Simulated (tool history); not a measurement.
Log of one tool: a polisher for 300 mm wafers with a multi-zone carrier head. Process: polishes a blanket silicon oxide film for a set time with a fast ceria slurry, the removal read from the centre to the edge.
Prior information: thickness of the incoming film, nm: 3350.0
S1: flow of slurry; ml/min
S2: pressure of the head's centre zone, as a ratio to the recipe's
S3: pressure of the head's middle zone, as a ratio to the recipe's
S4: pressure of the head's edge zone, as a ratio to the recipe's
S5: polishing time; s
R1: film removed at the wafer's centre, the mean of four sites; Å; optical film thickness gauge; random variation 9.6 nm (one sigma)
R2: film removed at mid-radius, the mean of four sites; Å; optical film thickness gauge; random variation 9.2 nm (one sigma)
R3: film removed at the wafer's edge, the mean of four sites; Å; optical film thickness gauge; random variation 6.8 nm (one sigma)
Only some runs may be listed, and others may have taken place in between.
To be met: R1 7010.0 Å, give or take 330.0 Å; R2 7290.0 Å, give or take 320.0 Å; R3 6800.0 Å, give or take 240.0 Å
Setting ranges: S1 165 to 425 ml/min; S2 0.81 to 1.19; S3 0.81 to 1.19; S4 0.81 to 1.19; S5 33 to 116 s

run,hour,S1,S2,S3,S4,S5,R1,R2,R3
1,0.0,275,1.00,1.00,1.00,74,8271.4,8420.2,8107.2
2,8.8,275,0.99,0.99,0.97,72,7826.8,8178.1,7776.4
3,12.2,275,0.92,0.99,0.97,72,7299.1,8059.9,7826.7
4,16.1,275,0.92,0.99,0.90,72,7508.2,8081.2,7486.9
5,19.4,275,0.92,0.99,0.83,72,7562.4,7997.8,7199.0
6,27.4,275,0.99,0.99,0.83,72,7937.7,8140.5,7164.7
7,31.2,270,0.97,0.98,0.83,71,7461.8,7847.8,7122.4
8,35.2,265,0.97,0.97,0.83,70,7485.3,7745.6,7102.6
9,41.4,265,0.97,0.97,0.83,70,7349.8,7630.0,7104.8
10,48.1,265,0.97,0.97,0.83,69,7395.7,7792.6,6890.1

Pick the move, out of 4, that brings all results within their allowed miss; only one does.
A,54.8,240,1.02,1.15,0.81,67,?,?,?
B,54.8,180,0.96,1.11,0.84,74,?,?,?
C,54.8,340,1.13,0.92,0.81,66,?,?,?
D,54.8,290,0.96,0.95,0.87,66,?,?,?

move,R1,R2,R3
A,7477.3,8665.2,6557.7
B,7599.8,8992.4,7185.7
C,8255.0,7285.6,6635.4
D,7157.4,7389.2,6770.1
A: the biggest miss grows against the last run
B: the biggest miss grows against the last run
C: brings the result that was furthest off to its target, and leaves another outside
D: each result inside its tolerance
Move D is the one to make.
